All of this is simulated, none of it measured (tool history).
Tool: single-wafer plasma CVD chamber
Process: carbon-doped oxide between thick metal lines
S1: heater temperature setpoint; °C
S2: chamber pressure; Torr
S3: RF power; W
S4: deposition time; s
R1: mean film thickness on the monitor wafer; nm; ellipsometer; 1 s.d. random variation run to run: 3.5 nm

{"run": 1, "hour": 0.0, "S1": 355, "S2": 5.62, "S3": 525, "S4": 116, "R1": 610.63}
{"run": 2, "hour": 8.6, "S1": 354, "S2": 5.83, "S3": 535, "S4": 116, "R1": 619.52}
{"run": 3, "hour": 15.8, "S1": 353, "S2": 5.96, "S3": 545, "S4": 116, "R1": 636.58}
{"run": 4, "hour": 23.3, "S1": 351, "S2": 6.09, "S3": 545, "S4": 116, "R1": 640.61}
{"run": 5, "hour": 28.7, "S1": 351, "S2": 6.09, "S3": 490, "S4": 116, "R1": 601.18}
{"run": 6, "hour": 31.8, "S1": 349, "S2": 6.31, "S3": 500, "S4": 116, "R1": 619.39}

What will run 7 give?
{"run": 7, "hour": 33.8, "S1": 347, "S2": 6.48, "S3": 505, "S4": 116, "R1": "?"}

Logged for run 7: R1 626.7 nm.
